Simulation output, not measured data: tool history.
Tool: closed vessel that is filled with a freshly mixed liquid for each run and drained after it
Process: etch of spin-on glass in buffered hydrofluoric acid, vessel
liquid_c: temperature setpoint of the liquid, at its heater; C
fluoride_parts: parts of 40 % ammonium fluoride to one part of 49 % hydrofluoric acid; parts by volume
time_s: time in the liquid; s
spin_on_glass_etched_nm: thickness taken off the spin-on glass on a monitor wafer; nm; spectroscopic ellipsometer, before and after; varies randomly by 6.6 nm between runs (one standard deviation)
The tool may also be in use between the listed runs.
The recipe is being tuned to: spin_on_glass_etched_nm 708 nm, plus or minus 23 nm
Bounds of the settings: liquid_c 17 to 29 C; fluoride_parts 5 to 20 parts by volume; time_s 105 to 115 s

run,hour,liquid_c,fluoride_parts,time_s,spin_on_glass_etched_nm
1,0,21,12,105,335.68
2,0.6,21,12,105,339.17
3,3.5,23,11,105,408.58
4,10.8,23,14,105,326.36
5,11.3,24.5,12.5,105,396.09
6,16.2,26,12.5,105,425.32
7,24.2,26,12.5,105,424.09
8,25.6,26.5,11.5,105,474.05
9,29.6,27,10.5,105,537.81

Consider the 4 candidate settings below. Which is the only one whose results all fall within their allowed miss of target?
A,33.6,29,9.5,115,?
B,33.6,25,12,105,?
C,33.6,26,8.5,105,?
D,33.6,23.5,7.5,115,?

move,spin_on_glass_etched_nm
A,698.63
B,417.53
C,598.42
D,655.38
A: each result inside its tolerance
B: moves away from the targets compared with the last run
C: moves toward the targets from the last run without getting all of them in spec
D: moves toward the targets from the last run without getting all of them in spec
Answer: A

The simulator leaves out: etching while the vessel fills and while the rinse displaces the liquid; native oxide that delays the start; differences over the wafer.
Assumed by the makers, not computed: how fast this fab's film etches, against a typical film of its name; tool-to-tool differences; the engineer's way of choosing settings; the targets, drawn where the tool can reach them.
